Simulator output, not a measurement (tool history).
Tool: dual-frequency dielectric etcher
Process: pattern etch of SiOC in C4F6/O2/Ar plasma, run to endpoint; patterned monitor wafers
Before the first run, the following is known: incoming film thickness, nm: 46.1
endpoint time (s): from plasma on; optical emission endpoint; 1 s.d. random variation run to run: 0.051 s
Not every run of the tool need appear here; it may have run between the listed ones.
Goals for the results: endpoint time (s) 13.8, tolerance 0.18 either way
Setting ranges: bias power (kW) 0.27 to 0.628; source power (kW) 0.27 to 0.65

run	day	bias power (kW)	source power (kW)	endpoint time (s)
1	0	0.449	0.46	14.959
2	0.075	0.449	0.38	15.815
3	0.354	0.506	0.38	15.269
4	0.7	0.531	0.39	14.918
5	0.742	0.531	0.46	14.302
6	0.975	0.531	0.38	14.893
7	1.258	0.551	0.39	14.764
8	1.525	0.567	0.4	14.474
9	1.592	0.567	0.4	14.432
10	1.696	0.58	0.4	14.311
11	1.95	0.59	0.4	14.309

Exactly one of the 4 candidate moves below puts every result within its allowed miss. Which one?
A	2.204	0.594	0.38	?
B	2.204	0.628	0.41	?
C	2.204	0.528	0.37	?
D	2.204	0.564	0.38	?

move	endpoint time (s)
A	14.382
B	13.849
C	15.068
D	14.64
A: further off than the last run
B: hits every target within its allowed miss
C: further off than the last run
D: further off than the last run
The move that meets every target is B.
